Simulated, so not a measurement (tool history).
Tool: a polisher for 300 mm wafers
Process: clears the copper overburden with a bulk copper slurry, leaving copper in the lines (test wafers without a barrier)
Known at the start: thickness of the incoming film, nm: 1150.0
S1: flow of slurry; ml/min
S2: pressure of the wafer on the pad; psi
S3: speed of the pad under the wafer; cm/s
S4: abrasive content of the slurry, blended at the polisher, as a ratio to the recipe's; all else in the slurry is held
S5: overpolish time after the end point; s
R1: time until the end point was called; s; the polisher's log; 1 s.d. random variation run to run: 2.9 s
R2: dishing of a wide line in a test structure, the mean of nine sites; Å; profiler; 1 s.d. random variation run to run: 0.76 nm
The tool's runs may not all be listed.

| run | day | S1 | S2 | S3 | S4 | S5 | R1 | R2 |
|---|---|---|---|---|---|---|---|---|
| 1 | 0.000 | 270 | 2.3 | 118 | 1.00 | 24 | 121.99 | 666.74 |
| 2 | 0.054 | 270 | 2.3 | 118 | 0.85 | 24 | 127.93 | 658.51 |
| 3 | 0.396 | 245 | 2.3 | 118 | 0.85 | 24 | 127.65 | 644.93 |
| 4 | 0.658 | 245 | 2.3 | 118 | 0.85 | 21 | 124.25 | 633.51 |
| 5 | 0.817 | 245 | 2.3 | 118 | 1.05 | 21 | 122.67 | 625.44 |
| 6 | 0.842 | 245 | 2.3 | 118 | 1.05 | 12 | 120.91 | 499.41 |
| 7 | 1.029 | 245 | 2.1 | 112 | 1.05 | 17 | 142.26 | 533.02 |
| 8 | 1.117 | 245 | 2.0 | 110 | 1.05 | 20 | 151.36 | 555.30 |
| 9 | 1.442 | 245 | 1.9 | 108 | 1.05 | 22 | 157.74 | 569.18 |

Estimate the outcome of run 10 from the log above:
| 10 | 1.812 | 245 | 1.9 | 106 | 1.05 | 24 | ? | ? |

Run 10 yielded R1 162.16 s, R2 579.54 Å.
